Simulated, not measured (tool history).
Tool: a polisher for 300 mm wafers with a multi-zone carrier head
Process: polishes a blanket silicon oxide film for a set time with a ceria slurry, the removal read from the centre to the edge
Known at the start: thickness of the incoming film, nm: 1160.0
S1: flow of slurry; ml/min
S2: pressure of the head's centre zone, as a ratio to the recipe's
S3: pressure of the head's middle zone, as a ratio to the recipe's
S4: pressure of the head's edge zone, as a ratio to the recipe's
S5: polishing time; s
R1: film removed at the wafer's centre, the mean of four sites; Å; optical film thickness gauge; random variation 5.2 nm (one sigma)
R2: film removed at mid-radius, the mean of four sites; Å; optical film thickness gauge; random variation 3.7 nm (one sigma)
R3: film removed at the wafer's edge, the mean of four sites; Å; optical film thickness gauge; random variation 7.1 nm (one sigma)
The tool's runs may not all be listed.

| run | day | S1 | S2 | S3 | S4 | S5 | R1 | R2 | R3 |
|---|---|---|---|---|---|---|---|---|---|
| 1 | 0 | 240 | 1 | 1 | 1 | 61 | 3382.6 | 3410.1 | 3332.7 |
| 2 | 0.271 | 240 | 1 | 0.99 | 1.02 | 64 | 3597 | 3520.3 | 3639.2 |
| 3 | 0.304 | 240 | 1 | 1.07 | 1.02 | 64 | 3582.9 | 3768.3 | 3644.1 |
| 4 | 0.525 | 240 | 1.01 | 1.06 | 1.04 | 65 | 3725.8 | 3771.2 | 3710.5 |
| 5 | 0.808 | 240 | 1.01 | 1.05 | 1.06 | 67 | 3736.7 | 3943 | 3951.1 |
| 6 | 0.958 | 215 | 1.01 | 1.05 | 1.06 | 67 | 3689.8 | 3837 | 3741.1 |
| 7 | 1.079 | 235 | 1.02 | 1.04 | 1.07 | 67 | 3801.6 | 3886.6 | 3863.4 |
| 8 | 1.283 | 250 | 1.03 | 1.02 | 1.08 | 68 | 3917.4 | 3922.3 | 4055.4 |

Forecast run 9:
| 9 | 1.638 | 320 | 1.13 | 0.98 | 1.18 | 73 | ? | ? | ? |

R1: 4808.8 Å
R2: 4159.2 Å
R3: 4614.8 Å
